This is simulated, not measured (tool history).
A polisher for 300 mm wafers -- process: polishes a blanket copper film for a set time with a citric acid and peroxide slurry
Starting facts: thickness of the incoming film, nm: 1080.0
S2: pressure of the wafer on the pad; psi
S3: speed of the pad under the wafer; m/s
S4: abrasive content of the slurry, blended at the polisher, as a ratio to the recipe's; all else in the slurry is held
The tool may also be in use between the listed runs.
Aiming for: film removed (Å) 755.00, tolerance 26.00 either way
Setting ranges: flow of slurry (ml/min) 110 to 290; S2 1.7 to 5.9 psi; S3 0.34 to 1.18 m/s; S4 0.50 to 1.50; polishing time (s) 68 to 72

run 1 hour=0.0 | flow_of_slurry_(ml/min)=185 S2=3.8 S3=0.76 S4=1.00 polishing_time_(s)=68 | film_removed_(Å)=1268.30
run 2 hour=8.3 | flow_of_slurry_(ml/min)=160 S2=3.8 S3=0.76 S4=1.00 polishing_time_(s)=68 | film_removed_(Å)=1255.40
run 3 hour=9.7 | flow_of_slurry_(ml/min)=160 S2=3.8 S3=0.68 S4=1.00 polishing_time_(s)=68 | film_removed_(Å)=1144.00
run 4 hour=14.8 | flow_of_slurry_(ml/min)=160 S2=3.5 S3=0.68 S4=1.00 polishing_time_(s)=68 | film_removed_(Å)=1029.80
run 5 hour=17.6 | flow_of_slurry_(ml/min)=160 S2=3.3 S3=0.68 S4=1.00 polishing_time_(s)=68 | film_removed_(Å)=993.70
run 6 hour=18.4 | flow_of_slurry_(ml/min)=160 S2=3.1 S3=0.68 S4=1.00 polishing_time_(s)=68 | film_removed_(Å)=935.83
run 7 hour=27.1 | flow_of_slurry_(ml/min)=160 S2=2.9 S3=0.68 S4=1.00 polishing_time_(s)=68 | film_removed_(Å)=872.45
run 8 hour=35.0 | flow_of_slurry_(ml/min)=160 S2=2.8 S3=0.68 S4=1.00 polishing_time_(s)=68 | film_removed_(Å)=837.23
run 9 hour=35.8 | flow_of_slurry_(ml/min)=150 S2=2.4 S3=0.68 S4=1.00 polishing_time_(s)=68 | film_removed_(Å)=720.02
run 10 hour=40.8 | flow_of_slurry_(ml/min)=155 S2=2.4 S3=0.68 S4=1.00 polishing_time_(s)=68 | film_removed_(Å)=737.43
run 11 hour=42.0 | flow_of_slurry_(ml/min)=160 S2=2.4 S3=0.68 S4=1.00 polishing_time_(s)=68 | film_removed_(Å)=729.35
run 12 hour=46.2 | flow_of_slurry_(ml/min)=160 S2=2.6 S3=0.68 S4=1.00 polishing_time_(s)=68 | film_removed_(Å)=795.10

Of the 4 settings listed for the next run, only one would bring every result within its allowed miss of target. Which one?
run A hour=50.4 | flow_of_slurry_(ml/min)=185 S2=1.9 S3=0.80 S4=1.20 polishing_time_(s)=68 | film_removed_(Å)=?
run B hour=50.4 | flow_of_slurry_(ml/min)=130 S2=2.6 S3=0.66 S4=1.00 polishing_time_(s)=70 | film_removed_(Å)=?
run C hour=50.4 | flow_of_slurry_(ml/min)=180 S2=2.9 S3=0.62 S4=1.10 polishing_time_(s)=70 | film_removed_(Å)=?
run D hour=50.4 | flow_of_slurry_(ml/min)=175 S2=2.9 S3=0.64 S4=0.85 polishing_time_(s)=72 | film_removed_(Å)=?

move=A film_removed_(Å)=709.83
move=B film_removed_(Å)=751.44
move=C film_removed_(Å)=854.54
move=D film_removed_(Å)=862.71
A: pushes the last run's worst result past its target
B: in spec on every target
C: lands further from the targets than the last run did
D: lands further from the targets than the last run did
B is the move that brings every result within its allowed miss.
